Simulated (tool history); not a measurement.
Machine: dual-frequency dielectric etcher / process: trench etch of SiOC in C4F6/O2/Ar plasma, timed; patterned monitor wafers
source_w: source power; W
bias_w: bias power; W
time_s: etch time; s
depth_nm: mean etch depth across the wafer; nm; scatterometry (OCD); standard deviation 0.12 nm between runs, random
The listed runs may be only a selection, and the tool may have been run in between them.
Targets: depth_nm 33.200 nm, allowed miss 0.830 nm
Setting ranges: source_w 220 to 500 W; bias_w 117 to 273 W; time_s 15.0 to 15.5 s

run 1 hour=0.0 | source_w=360 bias_w=195 time_s=15.0 | depth_nm=27.721
run 2 hour=4.4 | source_w=380 bias_w=201 time_s=15.0 | depth_nm=28.676
run 3 hour=8.5 | source_w=400 bias_w=205 time_s=15.0 | depth_nm=29.643
run 4 hour=15.3 | source_w=400 bias_w=231 time_s=15.0 | depth_nm=30.634
run 5 hour=17.5 | source_w=400 bias_w=208 time_s=15.0 | depth_nm=29.839
run 6 hour=21.6 | source_w=410 bias_w=210 time_s=15.0 | depth_nm=29.982
run 7 hour=22.3 | source_w=420 bias_w=213 time_s=15.0 | depth_nm=30.530
run 8 hour=30.1 | source_w=430 bias_w=215 time_s=15.0 | depth_nm=30.942
run 9 hour=32.2 | source_w=440 bias_w=217 time_s=15.0 | depth_nm=31.321
run 10 hour=40.6 | source_w=450 bias_w=219 time_s=15.0 | depth_nm=31.828
run 11 hour=43.5 | source_w=460 bias_w=220 time_s=15.0 | depth_nm=32.090

Exercise: of the 4 proposed moves below, exactly one satisfies all targets within the stated allowed misses. Which move is it?
run A hour=46.4 | source_w=450 bias_w=215 time_s=15.0 | depth_nm=?
run B hour=46.4 | source_w=490 bias_w=239 time_s=15.5 | depth_nm=?
run C hour=46.4 | source_w=450 bias_w=210 time_s=15.0 | depth_nm=?
run D hour=46.4 | source_w=480 bias_w=206 time_s=15.5 | depth_nm=?

move=A depth_nm=31.503
move=B depth_nm=34.923
move=C depth_nm=31.271
move=D depth_nm=33.032
A: the biggest miss grows against the last run
B: takes the result that was furthest off past its target
C: the biggest miss grows against the last run
D: every result within its allowed miss
The right move is D.

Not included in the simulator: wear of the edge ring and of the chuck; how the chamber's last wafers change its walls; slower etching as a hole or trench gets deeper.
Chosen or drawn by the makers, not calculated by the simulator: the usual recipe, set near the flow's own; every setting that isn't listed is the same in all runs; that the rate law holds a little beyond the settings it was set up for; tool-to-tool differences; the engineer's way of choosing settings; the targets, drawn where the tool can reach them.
